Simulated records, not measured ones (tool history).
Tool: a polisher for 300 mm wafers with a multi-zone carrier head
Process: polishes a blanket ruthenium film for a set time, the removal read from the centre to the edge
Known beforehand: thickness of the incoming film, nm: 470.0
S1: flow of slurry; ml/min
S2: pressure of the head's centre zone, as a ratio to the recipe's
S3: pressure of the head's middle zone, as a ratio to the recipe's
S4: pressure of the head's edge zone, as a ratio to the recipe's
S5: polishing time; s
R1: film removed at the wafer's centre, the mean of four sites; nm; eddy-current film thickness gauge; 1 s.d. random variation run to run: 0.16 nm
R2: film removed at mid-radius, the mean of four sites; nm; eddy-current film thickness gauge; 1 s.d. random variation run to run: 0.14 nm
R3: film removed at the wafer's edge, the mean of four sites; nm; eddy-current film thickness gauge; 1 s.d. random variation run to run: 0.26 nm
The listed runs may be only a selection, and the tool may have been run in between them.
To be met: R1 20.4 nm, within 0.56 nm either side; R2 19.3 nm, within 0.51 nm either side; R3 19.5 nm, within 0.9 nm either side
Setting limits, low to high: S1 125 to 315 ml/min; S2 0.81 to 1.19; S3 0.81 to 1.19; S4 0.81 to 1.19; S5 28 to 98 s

run  hour   S1    S2    S3    S4  S5      R1      R2      R3
  1     0  205     1     1     1  63  33.074  33.039  34.781
  2     3  205  1.04     1     1  63  34.628  33.152  33.854
  3   5.6  205  1.04     1  0.92  63  34.423  33.229  34.066
  4  12.9  235  1.04     1  0.92  63  35.383  33.852  33.486
  5  16.2  250  1.03  0.99  0.92  56  31.358  29.843  29.376
  6  18.4  290  1.03  0.99  0.92  56  31.878  30.041  29.695
  7  22.5  290  1.03  0.99  0.92  56  31.888  30.302  30.757
  8  24.7  275  1.01  0.97   0.9  52  28.675  27.493  27.297
  9  32.9  275     1  0.95  0.88  49    26.9  25.519  26.115
 10  37.7  280     1  0.95  0.87  46  25.172  24.361  24.196
 11  41.9  280     1  0.94  0.86  44   24.11  22.877  23.065
 12    45  280     1  0.94  0.86  44  23.952  23.032  23.503
 13    46  225  1.01  0.93  0.81  35  19.068   17.74  17.516
 14  49.9  280  1.01  0.94  0.85  35  19.588  18.119  18.224
 15  53.5  285  1.01  0.94  0.85  35  19.614  18.281  18.008
 16  59.1  290  1.01  0.94  0.85  35  19.479  18.369  18.186
 17  60.6  295     1  0.93  0.85  36  19.654  18.606  18.877

Next run, 4 choices. One meets every target within its allowed miss, the rest don't. Which?
  A  62.1  290  0.92  0.99  0.84  36   ?   ?   ?
  B  62.1  280  1.01  0.88  0.87  37   ?   ?   ?
  C  62.1  285  1.01  0.83  0.98  40   ?   ?   ?
  D  62.1  300  1.03  0.97  0.93  36   ?   ?   ?

move      R1      R2      R3
   A  18.452  19.338  18.467
   B    20.6  18.438  19.254
   C  22.306  19.292  22.038
   D  20.568  19.142  19.392
A: gets the furthest-off result to its target, but another result is out of tolerance
B: the biggest miss grows against the last run
C: gets the furthest-off result to its target, but another result is out of tolerance
D: all results land within tolerance of their targets
Go with D: it meets all targets.

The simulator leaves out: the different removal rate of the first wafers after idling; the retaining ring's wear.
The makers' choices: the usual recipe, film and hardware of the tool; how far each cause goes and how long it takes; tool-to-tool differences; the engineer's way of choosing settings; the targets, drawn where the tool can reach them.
